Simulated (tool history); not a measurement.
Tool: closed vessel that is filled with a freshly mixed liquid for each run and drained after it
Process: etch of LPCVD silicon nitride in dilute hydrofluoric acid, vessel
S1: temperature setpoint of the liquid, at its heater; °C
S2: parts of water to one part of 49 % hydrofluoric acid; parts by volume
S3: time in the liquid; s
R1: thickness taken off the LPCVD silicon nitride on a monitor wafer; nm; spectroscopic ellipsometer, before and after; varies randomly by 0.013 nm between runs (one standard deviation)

| run | hour | S1 | S2 | S3 | R1 |
|---|---|---|---|---|---|
| 1 | 0 | 24 | 155 | 865 | 3.1673 |
| 2 | 8.2 | 24 | 105 | 865 | 4.5977 |
| 3 | 13.1 | 27.5 | 105 | 865 | 5.7912 |
| 4 | 18.7 | 27.5 | 150 | 865 | 4.0587 |
| 5 | 21.1 | 26 | 155 | 865 | 3.5732 |
| 6 | 23 | 26 | 120 | 865 | 4.6467 |

The next listed run, before its measurement:
| 7 | 26.9 | 25 | 125 | 865 | ? |

{"run 7": {"R1": 4.1874}}
